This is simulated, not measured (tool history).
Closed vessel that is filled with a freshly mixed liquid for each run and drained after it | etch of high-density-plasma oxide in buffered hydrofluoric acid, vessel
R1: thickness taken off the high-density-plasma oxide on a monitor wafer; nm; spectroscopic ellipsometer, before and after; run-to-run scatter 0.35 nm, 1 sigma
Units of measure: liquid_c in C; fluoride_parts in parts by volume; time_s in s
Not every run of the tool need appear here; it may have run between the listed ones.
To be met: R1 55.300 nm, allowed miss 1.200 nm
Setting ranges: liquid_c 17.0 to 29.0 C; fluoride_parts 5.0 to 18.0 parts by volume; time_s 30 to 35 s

run 1 hour=0.0 | liquid_c=21.0 fluoride_parts=11.0 time_s=35 | R1=62.713
run 2 hour=8.8 | liquid_c=21.0 fluoride_parts=11.0 time_s=35 | R1=63.425
run 3 hour=12.6 | liquid_c=21.0 fluoride_parts=11.0 time_s=35 | R1=63.185
run 4 hour=18.7 | liquid_c=21.0 fluoride_parts=11.0 time_s=35 | R1=62.295
run 5 hour=26.6 | liquid_c=21.0 fluoride_parts=11.0 time_s=35 | R1=63.153
run 6 hour=28.8 | liquid_c=20.5 fluoride_parts=11.0 time_s=35 | R1=61.850
run 7 hour=35.9 | liquid_c=20.0 fluoride_parts=11.0 time_s=35 | R1=59.855
run 8 hour=39.8 | liquid_c=20.0 fluoride_parts=11.0 time_s=35 | R1=59.732

Below are 4 possible settings for the next run. Only one of them brings all results inside the allowed miss of their targets. Which is it?
run A hour=43.7 | liquid_c=18.5 fluoride_parts=9.0 time_s=30 | R1=?
run B hour=43.7 | liquid_c=20.0 fluoride_parts=9.5 time_s=30 | R1=?
run C hour=43.7 | liquid_c=20.5 fluoride_parts=10.0 time_s=30 | R1=?
run D hour=43.7 | liquid_c=20.5 fluoride_parts=11.0 time_s=35 | R1=?

move=A R1=55.393
move=B R1=58.255
move=C R1=57.999
move=D R1=61.665
A: every result within its allowed miss
B: an improvement on the last run, though not all results are within tolerance
C: an improvement on the last run, though not all results are within tolerance
D: further off than the last run
Go with A: it meets all targets.

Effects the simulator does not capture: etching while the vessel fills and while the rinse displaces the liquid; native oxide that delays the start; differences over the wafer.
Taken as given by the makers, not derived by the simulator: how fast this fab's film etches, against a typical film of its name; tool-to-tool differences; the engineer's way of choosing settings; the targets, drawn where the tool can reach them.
